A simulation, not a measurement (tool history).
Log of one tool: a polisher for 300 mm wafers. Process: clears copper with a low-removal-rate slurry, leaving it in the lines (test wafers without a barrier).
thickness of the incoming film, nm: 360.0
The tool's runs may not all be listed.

run,hour,flow of slurry (ml/min),pressure of the wafer on the pad (psi),speed of the pad under the wafer (cm/s),abrasive content of the slurry,overpolish time after the end point (s),time until the end point was called (s),dishing of a wide line in a test structure (nm)
1,0,250,2.4,108,1,21,157.81,36.374
2,3.9,250,2.4,108,0.9,21,160.41,32.955
3,12.2,250,2.4,108,0.85,19,161.59,31.403
4,14.8,250,2.4,126,0.85,19,144.03,34.278
5,19.7,200,2.4,126,0.85,19,147.62,31.821
6,21.3,200,2.2,126,0.85,19,157.03,31.514
7,27.6,200,2.1,126,0.8,17,163.86,28.764
8,35.7,200,2.1,126,0.8,15,163.31,25.132

Forecast run 9:
9,39,200,2.1,126,0.8,14,?,?

{"run 9": {"time until the end point was called (s)": 165.22, "dishing of a wide line in a test structure (nm)": 23.065}}
